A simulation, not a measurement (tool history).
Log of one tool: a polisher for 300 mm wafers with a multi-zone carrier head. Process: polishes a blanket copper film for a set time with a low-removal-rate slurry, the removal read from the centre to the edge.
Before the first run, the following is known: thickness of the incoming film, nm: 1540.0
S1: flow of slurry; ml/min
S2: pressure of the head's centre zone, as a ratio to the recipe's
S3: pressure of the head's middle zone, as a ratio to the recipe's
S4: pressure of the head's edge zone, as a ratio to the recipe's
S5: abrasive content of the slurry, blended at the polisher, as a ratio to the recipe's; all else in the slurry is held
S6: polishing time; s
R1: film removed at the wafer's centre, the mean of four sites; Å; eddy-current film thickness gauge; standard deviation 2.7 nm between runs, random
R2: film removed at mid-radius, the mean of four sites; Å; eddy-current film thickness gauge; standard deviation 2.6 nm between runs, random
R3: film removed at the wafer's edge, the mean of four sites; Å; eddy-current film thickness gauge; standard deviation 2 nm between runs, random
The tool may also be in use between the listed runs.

{"run": 1, "day": 0.0, "S1": 275, "S2": 1, "S3": 1, "S4": 1, "S5": 1, "S6": 38, "R1": 1427.2, "R2": 1442.6, "R3": 1380.4}
{"run": 2, "day": 0.333, "S1": 275, "S2": 1.02, "S3": 1.01, "S4": 1.02, "S5": 1.15, "S6": 39, "R1": 1568.8, "R2": 1566.3, "R3": 1451.6}
{"run": 3, "day": 0.571, "S1": 275, "S2": 1.09, "S3": 1.01, "S4": 1.02, "S5": 1.15, "S6": 39, "R1": 1629, "R2": 1525.8, "R3": 1494.2}
{"run": 4, "day": 0.662, "S1": 275, "S2": 1.09, "S3": 1.06, "S4": 1.02, "S5": 1.15, "S6": 39, "R1": 1629.1, "R2": 1622.4, "R3": 1485.9}
{"run": 5, "day": 0.796, "S1": 300, "S2": 1.09, "S3": 1.06, "S4": 1.02, "S5": 1.15, "S6": 39, "R1": 1667.3, "R2": 1590.7, "R3": 1519.7}
{"run": 6, "day": 0.838, "S1": 300, "S2": 1.14, "S3": 1.06, "S4": 1.02, "S5": 1.15, "S6": 39, "R1": 1712, "R2": 1611.3, "R3": 1524.7}
{"run": 7, "day": 0.867, "S1": 305, "S2": 1.14, "S3": 1.08, "S4": 1.06, "S5": 1.25, "S6": 40, "R1": 1802.9, "R2": 1757.4, "R3": 1596.6}
{"run": 8, "day": 0.908, "S1": 315, "S2": 1.12, "S3": 1.06, "S4": 1.09, "S5": 1.25, "S6": 41, "R1": 1825.2, "R2": 1680.9, "R3": 1656.2}
{"run": 9, "day": 0.971, "S1": 320, "S2": 1.11, "S3": 1.07, "S4": 1.11, "S5": 1.3, "S6": 42, "R1": 1902.2, "R2": 1840.4, "R3": 1774.8}
{"run": 10, "day": 1.067, "S1": 325, "S2": 1.11, "S3": 1.08, "S4": 1.12, "S5": 1.3, "S6": 42, "R1": 1872.6, "R2": 1859.2, "R3": 1739.7}
{"run": 11, "day": 1.392, "S1": 330, "S2": 1.11, "S3": 1.08, "S4": 1.13, "S5": 1.35, "S6": 42, "R1": 1885.3, "R2": 1856.2, "R3": 1751.7}
{"run": 12, "day": 1.646, "S1": 330, "S2": 1.11, "S3": 1.08, "S4": 1.14, "S5": 1.35, "S6": 42, "R1": 1890.2, "R2": 1867.7, "R3": 1756}

Run 13 comes next. What will it give?
{"run": 13, "day": 1.788, "S1": 330, "S2": 1.11, "S3": 1.08, "S4": 1.15, "S5": 1.35, "S6": 42, "R1": "?", "R2": "?", "R3": "?"}

{"run 13": {"R1": 1866.2, "R2": 1833.4, "R3": 1754.6}}
